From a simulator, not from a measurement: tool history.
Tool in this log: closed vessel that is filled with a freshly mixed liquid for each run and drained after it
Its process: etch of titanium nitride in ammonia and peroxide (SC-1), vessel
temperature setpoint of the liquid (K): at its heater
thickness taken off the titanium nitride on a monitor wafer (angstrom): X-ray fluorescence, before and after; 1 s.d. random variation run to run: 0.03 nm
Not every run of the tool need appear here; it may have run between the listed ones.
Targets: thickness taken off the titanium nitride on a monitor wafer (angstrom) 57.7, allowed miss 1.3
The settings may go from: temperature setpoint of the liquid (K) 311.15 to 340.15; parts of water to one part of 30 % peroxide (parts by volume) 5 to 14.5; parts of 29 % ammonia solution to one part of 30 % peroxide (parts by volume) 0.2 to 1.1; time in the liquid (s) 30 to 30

| run | hour | temperature setpoint of the liquid (K) | parts of water to one part of 30 % peroxide (parts by volume) | parts of 29 % ammonia solution to one part of 30 % peroxide (parts by volume) | time in the liquid (s) | thickness taken off the titanium nitride on a monitor wafer (angstrom) |
|---|---|---|---|---|---|---|
| 1 | 0 | 324.15 | 8 | 0.6 | 30 | 29.574 |
| 2 | 0.8 | 327.15 | 8 | 0.6 | 30 | 36.004 |
| 3 | 3.6 | 329.65 | 8 | 0.6 | 30 | 43.007 |
| 4 | 5.1 | 329.65 | 8 | 0.6 | 30 | 42.964 |
| 5 | 8.5 | 329.65 | 8 | 0.5 | 30 | 41.242 |
| 6 | 14.3 | 331.15 | 8 | 0.5 | 30 | 45.851 |
| 7 | 18.1 | 332.15 | 8 | 0.5 | 30 | 48.431 |
| 8 | 22.6 | 335.15 | 8 | 0.5 | 30 | 59.216 |

Of the 4 settings listed for the next run, only one would bring every result within its allowed miss of target. Which one?
| A | 27.1 | 339.65 | 14.5 | 0.5 | 30 | ? |
| B | 27.1 | 335.65 | 8.5 | 0.55 | 30 | ? |
| C | 27.1 | 338.65 | 12 | 0.6 | 30 | ? |
| D | 27.1 | 332.15 | 5 | 0.55 | 30 | ? |

| move | thickness taken off the titanium nitride on a monitor wafer (angstrom) |
|---|---|
| A | 58.095 |
| B | 60.634 |
| C | 62.352 |
| D | 62.383 |
A: each result inside its tolerance
B: lands further from the targets than the last run did
C: lands further from the targets than the last run did
D: lands further from the targets than the last run did
The move that meets every target is A.
